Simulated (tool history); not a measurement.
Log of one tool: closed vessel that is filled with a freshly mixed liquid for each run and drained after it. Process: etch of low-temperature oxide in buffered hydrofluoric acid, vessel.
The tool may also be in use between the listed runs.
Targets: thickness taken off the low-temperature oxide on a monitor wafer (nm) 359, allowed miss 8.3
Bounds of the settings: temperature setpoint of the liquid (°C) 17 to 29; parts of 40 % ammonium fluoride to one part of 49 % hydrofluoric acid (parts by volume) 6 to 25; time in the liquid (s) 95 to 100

run	hour	temperature setpoint of the liquid (°C)	parts of 40 % ammonium fluoride to one part of 49 % hydrofluoric acid (parts by volume)	time in the liquid (s)	thickness taken off the low-temperature oxide on a monitor wafer (nm)
1	0	21	15.5	95	164.81
2	5.8	23	14.5	95	195.72
3	8.9	24.5	13.5	95	228.46
4	16.7	25.5	13	95	249.25
5	23.2	28	13	95	285.5
6	26.2	28	12.5	95	296.2
7	29.8	28	12	95	307.81
8	38.5	28	11.5	95	323.03
9	39.7	29	10.5	95	373.74

Which of these 4 next moves meets every target?
A	40.9	28	11	95	?
B	40.9	28	9.5	95	?
C	40.9	27.5	10.5	95	?
D	40.9	28.5	10.5	95	?

move	thickness taken off the low-temperature oxide on a monitor wafer (nm)
A	337.22
B	382.11
C	343.58
D	362.33
A: takes the result that was furthest off past its target
B: further off than the last run
C: takes the result that was furthest off past its target
D: meets every target
Answer: D
